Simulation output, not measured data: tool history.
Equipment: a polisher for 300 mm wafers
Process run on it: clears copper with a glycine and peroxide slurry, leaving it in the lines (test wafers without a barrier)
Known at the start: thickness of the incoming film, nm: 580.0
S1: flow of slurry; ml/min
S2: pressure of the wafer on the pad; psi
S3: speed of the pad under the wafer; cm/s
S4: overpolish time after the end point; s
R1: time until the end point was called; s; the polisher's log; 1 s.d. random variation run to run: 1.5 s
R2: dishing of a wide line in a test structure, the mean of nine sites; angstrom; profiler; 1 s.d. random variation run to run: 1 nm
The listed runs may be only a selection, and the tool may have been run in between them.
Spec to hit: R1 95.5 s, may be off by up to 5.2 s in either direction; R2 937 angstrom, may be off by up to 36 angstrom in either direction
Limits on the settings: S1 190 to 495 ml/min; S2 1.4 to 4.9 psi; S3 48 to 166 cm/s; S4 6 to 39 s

{"run": 1, "hour": 0.0, "S1": 320, "S2": 3.1, "S3": 106, "S4": 20, "R1": 104.36, "R2": 735.63}
{"run": 2, "hour": 7.7, "S1": 320, "S2": 3.1, "S3": 106, "S4": 12, "R1": 107.56, "R2": 490.64}
{"run": 3, "hour": 9.9, "S1": 320, "S2": 3.2, "S3": 106, "S4": 14, "R1": 102.98, "R2": 571.28}
{"run": 4, "hour": 11.7, "S1": 320, "S2": 3.2, "S3": 106, "S4": 10, "R1": 103.17, "R2": 423.79}
{"run": 5, "hour": 17.8, "S1": 320, "S2": 3.2, "S3": 108, "S4": 12, "R1": 101.84, "R2": 502.7}
{"run": 6, "hour": 26.1, "S1": 320, "S2": 3.9, "S3": 108, "S4": 12, "R1": 85.585, "R2": 586.54}
{"run": 7, "hour": 32.5, "S1": 320, "S2": 3.9, "S3": 106, "S4": 14, "R1": 87.444, "R2": 667.67}
{"run": 8, "hour": 40.8, "S1": 320, "S2": 3.9, "S3": 102, "S4": 15, "R1": 88.646, "R2": 686.02}
{"run": 9, "hour": 41.9, "S1": 320, "S2": 3.9, "S3": 100, "S4": 16, "R1": 89.427, "R2": 700.02}
{"run": 10, "hour": 48.0, "S1": 320, "S2": 3.9, "S3": 100, "S4": 17, "R1": 88.533, "R2": 749.5}
{"run": 11, "hour": 51.7, "S1": 320, "S2": 3.9, "S3": 98, "S4": 18, "R1": 91.904, "R2": 766.6}
{"run": 12, "hour": 59.9, "S1": 320, "S2": 3.9, "S3": 98, "S4": 19, "R1": 88.313, "R2": 808.55}
{"run": 13, "hour": 64.5, "S1": 320, "S2": 3.8, "S3": 98, "S4": 20, "R1": 91.29, "R2": 812.05}
{"run": 14, "hour": 67.0, "S1": 320, "S2": 3.8, "S3": 98, "S4": 21, "R1": 91.842, "R2": 847.84}
{"run": 15, "hour": 75.6, "S1": 320, "S2": 3.8, "S3": 98, "S4": 22, "R1": 92.239, "R2": 890.36}
{"run": 16, "hour": 81.7, "S1": 320, "S2": 3.7, "S3": 96, "S4": 23, "R1": 95.679, "R2": 867.09}

Consider the 5 candidate settings below. Which is the only one whose results all fall within their allowed miss of target?
{"run": "A", "hour": 87.8, "S1": 280, "S2": 3.3, "S3": 94, "S4": 25, "R1": "?", "R2": "?"}
{"run": "B", "hour": 87.8, "S1": 280, "S2": 3.9, "S3": 92, "S4": 25, "R1": "?", "R2": "?"}
{"run": "C", "hour": 87.8, "S1": 305, "S2": 3.4, "S3": 96, "S4": 24, "R1": "?", "R2": "?"}
{"run": "D", "hour": 87.8, "S1": 355, "S2": 3.7, "S3": 130, "S4": 19, "R1": "?", "R2": "?"}
{"run": "E", "hour": 87.8, "S1": 355, "S2": 3.8, "S3": 70, "S4": 24, "R1": "?", "R2": "?"}

move=A R1=106.39 R2=844.44
move=B R1=93.344 R2=931.86
move=C R1=101.72 R2=847.72
move=D R1=78.551 R2=860.25
move=E R1=106.71 R2=829.41
A: moves away from the targets compared with the last run
B: in spec on every target
C: moves away from the targets compared with the last run
D: moves away from the targets compared with the last run
E: moves away from the targets compared with the last run
B meets every target.

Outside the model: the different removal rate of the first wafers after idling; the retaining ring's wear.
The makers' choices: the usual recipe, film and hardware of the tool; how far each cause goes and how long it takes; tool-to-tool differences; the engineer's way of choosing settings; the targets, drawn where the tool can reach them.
